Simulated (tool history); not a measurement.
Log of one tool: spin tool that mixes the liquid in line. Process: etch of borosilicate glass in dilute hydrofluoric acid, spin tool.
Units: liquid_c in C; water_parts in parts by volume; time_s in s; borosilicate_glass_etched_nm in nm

run 1 hour=0 | liquid_c=21 water_parts=280 time_s=280 | borosilicate_glass_etched_nm=26.769
run 2 hour=4.2 | liquid_c=23 water_parts=240 time_s=280 | borosilicate_glass_etched_nm=34.915
run 3 hour=9.7 | liquid_c=19.5 water_parts=240 time_s=280 | borosilicate_glass_etched_nm=30.753
run 4 hour=13.9 | liquid_c=19.5 water_parts=240 time_s=300 | borosilicate_glass_etched_nm=33.051
run 5 hour=16.6 | liquid_c=21.5 water_parts=215 time_s=300 | borosilicate_glass_etched_nm=40.471
run 6 hour=22.7 | liquid_c=21.5 water_parts=215 time_s=280 | borosilicate_glass_etched_nm=37.772
run 7 hour=24.4 | liquid_c=23 water_parts=195 time_s=280 | borosilicate_glass_etched_nm=45.232
run 8 hour=31.4 | liquid_c=24.5 water_parts=180 time_s=280 | borosilicate_glass_etched_nm=52.553

The next listed run, before its measurement:
run 9 hour=38.7 | liquid_c=25.5 water_parts=170 time_s=280 | borosilicate_glass_etched_nm=?

Run 9 gave borosilicate_glass_etched_nm 58.25 nm.
